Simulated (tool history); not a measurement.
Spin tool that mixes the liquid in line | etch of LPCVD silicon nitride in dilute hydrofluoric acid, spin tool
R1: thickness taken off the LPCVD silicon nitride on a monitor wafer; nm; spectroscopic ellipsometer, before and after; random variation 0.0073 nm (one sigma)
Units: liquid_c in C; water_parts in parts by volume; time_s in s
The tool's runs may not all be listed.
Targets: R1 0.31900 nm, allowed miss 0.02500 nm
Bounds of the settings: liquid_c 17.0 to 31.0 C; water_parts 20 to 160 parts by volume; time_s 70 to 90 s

run 1 hour=0.0 | liquid_c=23.0 water_parts=90 time_s=90 | R1=0.47422
run 2 hour=4.6 | liquid_c=23.0 water_parts=65 time_s=90 | R1=0.65750
run 3 hour=6.4 | liquid_c=24.0 water_parts=65 time_s=90 | R1=0.69137
run 4 hour=10.2 | liquid_c=23.0 water_parts=75 time_s=90 | R1=0.56972
run 5 hour=18.9 | liquid_c=22.0 water_parts=80 time_s=90 | R1=0.48645
run 6 hour=22.0 | liquid_c=22.0 water_parts=100 time_s=90 | R1=0.39368
run 7 hour=26.6 | liquid_c=21.5 water_parts=100 time_s=90 | R1=0.40019
run 8 hour=32.2 | liquid_c=21.0 water_parts=100 time_s=90 | R1=0.36710
run 9 hour=36.5 | liquid_c=20.5 water_parts=100 time_s=90 | R1=0.38538

5 next moves are on the table. One of them brings every result within its allowed miss. Which?
run A hour=40.8 | liquid_c=19.5 water_parts=80 time_s=90 | R1=?
run B hour=40.8 | liquid_c=19.5 water_parts=110 time_s=75 | R1=?
run C hour=40.8 | liquid_c=21.5 water_parts=115 time_s=85 | R1=?
run D hour=40.8 | liquid_c=23.0 water_parts=95 time_s=85 | R1=?
run E hour=40.8 | liquid_c=22.5 water_parts=135 time_s=70 | R1=?

move=A R1=0.43449
move=B R1=0.26545
move=C R1=0.32968
move=D R1=0.43959
move=E R1=0.24785
A: further off than the last run
B: takes the result that was furthest off past its target
C: meets every target
D: further off than the last run
E: takes the result that was furthest off past its target
The right move is C.
